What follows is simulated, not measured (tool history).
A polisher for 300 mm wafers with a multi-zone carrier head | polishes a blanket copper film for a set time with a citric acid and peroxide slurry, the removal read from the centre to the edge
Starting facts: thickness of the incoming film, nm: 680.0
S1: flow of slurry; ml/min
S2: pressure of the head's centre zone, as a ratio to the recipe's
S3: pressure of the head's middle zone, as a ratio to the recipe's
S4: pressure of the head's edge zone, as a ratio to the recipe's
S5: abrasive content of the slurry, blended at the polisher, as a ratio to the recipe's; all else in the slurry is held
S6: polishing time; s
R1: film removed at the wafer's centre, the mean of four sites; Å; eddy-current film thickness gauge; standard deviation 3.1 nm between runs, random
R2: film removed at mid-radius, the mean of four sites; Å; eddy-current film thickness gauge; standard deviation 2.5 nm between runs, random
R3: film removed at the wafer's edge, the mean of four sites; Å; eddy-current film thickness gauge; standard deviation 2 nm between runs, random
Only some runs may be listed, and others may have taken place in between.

Run 1, hour 0.0: S1 145 ml/min, S2 1.00, S3 1.00, S4 1.00, S5 1.00, S6 70 s. Result: R1 1932.5 Å, R2 1874.4 Å, R3 1868.1 Å.
Run 2, hour 6.1: S1 155 ml/min, S2 1.01, S3 1.03, S4 1.00, S5 1.10, S6 72 s. Result: R1 2086.5 Å, R2 2035.1 Å, R3 1953.1 Å.
Run 3, hour 8.0: S1 165 ml/min, S2 1.02, S3 1.05, S4 1.01, S5 1.15, S6 74 s. Result: R1 2181.5 Å, R2 2163.8 Å, R3 2061.4 Å.
Run 4, hour 14.6: S1 165 ml/min, S2 1.05, S3 1.05, S4 1.01, S5 1.15, S6 74 s. Result: R1 2264.4 Å, R2 2153.2 Å, R3 2076.7 Å.
Run 5, hour 18.7: S1 165 ml/min, S2 1.05, S3 1.05, S4 0.95, S5 1.15, S6 74 s. Result: R1 2262.8 Å, R2 2186.7 Å, R3 1988.8 Å.
Run 6, hour 23.7: S1 170 ml/min, S2 1.06, S3 1.07, S4 0.95, S5 1.20, S6 76 s. Result: R1 2364.3 Å, R2 2286.9 Å, R3 2071.8 Å.

What will run 7 give?
Run 7, hour 26.9: S1 175 ml/min, S2 1.06, S3 1.09, S4 0.95, S5 1.25, S6 78 s. Result: R1 ?, R2 ?, R3 ?.

Run 7 yielded R1 2487.2 Å, R2 2407.9 Å, R3 2151.8 Å.
